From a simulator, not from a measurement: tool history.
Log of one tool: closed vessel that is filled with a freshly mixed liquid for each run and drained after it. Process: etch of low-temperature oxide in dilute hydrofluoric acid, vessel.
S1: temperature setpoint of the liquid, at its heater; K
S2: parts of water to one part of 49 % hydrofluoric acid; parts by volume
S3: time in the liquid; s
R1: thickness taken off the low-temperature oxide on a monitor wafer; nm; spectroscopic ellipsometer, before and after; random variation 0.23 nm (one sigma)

run	day	S1	S2	S3	R1
1	0	295.15	180	280	43.322
2	0.121	295.15	220	280	33.743
3	0.225	293.65	220	280	31.976
4	0.35	292.65	220	280	30.739
5	0.392	292.65	220	280	31.098
6	0.662	292.65	280	280	22.664

Run 7 comes next. What will it give?
7	0.962	294.15	280	280	?

{"run 7": {"R1": 24.308}}
